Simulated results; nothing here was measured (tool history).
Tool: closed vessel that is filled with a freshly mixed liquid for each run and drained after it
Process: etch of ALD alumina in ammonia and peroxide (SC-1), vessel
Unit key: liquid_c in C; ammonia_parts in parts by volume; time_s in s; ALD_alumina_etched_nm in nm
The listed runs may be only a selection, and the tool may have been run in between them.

run  hour  liquid_c  ammonia_parts  time_s  ALD_alumina_etched_nm
  1     0        56            0.6     945                 52.222
  2   3.9      54.5            0.6     945                  48.06
  3   9.5      54.5            0.4     945                  46.41
  4  16.2      54.5            0.4     945                   46.6
  5  18.2      53.5            0.4     945                  43.97
  6  21.5      53.5            0.4    1010                 47.259
  7  23.1      52.5            0.4    1010                 44.976
  8  27.5        52            0.4    1010                 43.568

Run 9 comes next. What will it give?
  9  35.8      51.5            0.4    1010                      ?

Logged for run 9: ALD_alumina_etched_nm 42.039 nm.
